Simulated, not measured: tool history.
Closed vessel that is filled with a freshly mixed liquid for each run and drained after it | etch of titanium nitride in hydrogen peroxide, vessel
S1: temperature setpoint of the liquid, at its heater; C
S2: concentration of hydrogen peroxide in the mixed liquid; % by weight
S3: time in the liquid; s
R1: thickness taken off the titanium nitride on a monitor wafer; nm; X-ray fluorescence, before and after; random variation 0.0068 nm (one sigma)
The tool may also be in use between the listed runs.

| run | hour | S1 | S2 | S3 | R1 |
|---|---|---|---|---|---|
| 1 | 0 | 49 | 25 | 30 | 1.5242 |
| 2 | 8.9 | 49 | 28 | 30 | 1.5435 |
| 3 | 14.2 | 52.5 | 28 | 30 | 2.0028 |
| 4 | 22.5 | 52.5 | 30 | 30 | 2.0537 |
| 5 | 31.1 | 50.5 | 30 | 30 | 1.7579 |
| 6 | 38.6 | 49 | 30 | 30 | 1.5724 |
| 7 | 46.7 | 49 | 30 | 30 | 1.5618 |

The next listed run, before its measurement:
| 8 | 49.9 | 45.5 | 30 | 30 | ? |

Run 8 gave R1 1.2128 nm.
